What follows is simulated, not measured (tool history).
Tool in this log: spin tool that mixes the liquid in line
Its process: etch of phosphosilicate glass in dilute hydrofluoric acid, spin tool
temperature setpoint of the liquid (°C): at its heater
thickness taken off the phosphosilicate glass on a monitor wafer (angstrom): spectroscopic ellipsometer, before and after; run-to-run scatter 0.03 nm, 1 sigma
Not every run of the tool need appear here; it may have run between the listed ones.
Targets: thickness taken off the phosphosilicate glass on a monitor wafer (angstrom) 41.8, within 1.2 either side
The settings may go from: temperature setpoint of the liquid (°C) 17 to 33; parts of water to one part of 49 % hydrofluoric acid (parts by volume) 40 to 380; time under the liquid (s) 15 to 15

run	hour	temperature setpoint of the liquid (°C)	parts of water to one part of 49 % hydrofluoric acid (parts by volume)	time under the liquid (s)	thickness taken off the phosphosilicate glass on a monitor wafer (angstrom)
1	0	25	210	15	82.809
2	3.4	28	210	15	91.475
3	11.1	26.5	210	15	87.543
4	13.6	26.5	210	15	87.526
5	20.6	29	210	15	94.321
6	21.4	27	210	15	89.483
7	29.6	26	220	15	81.399
8	33.3	25	230	15	73.905
9	35	24	235	15	69.062
10	40.8	23.5	240	15	66.024
11	43.5	23	245	15	63.048
12	46.4	19	290	15	44.357

Of the 4 settings listed for the next run, only one would bring every result within its allowed miss of target. Which one?
A	49.3	20	290	15	?
B	49.3	19.5	305	15	?
C	49.3	19.5	280	15	?
D	49.3	19.5	295	15	?

move	thickness taken off the phosphosilicate glass on a monitor wafer (angstrom)
A	45.905
B	42.286
C	47.097
D	44.108
A: its largest miss is bigger than the last run's
B: in spec on every target
C: its largest miss is bigger than the last run's
D: better than the last run, though not everything is in spec
Move B is the one to make.
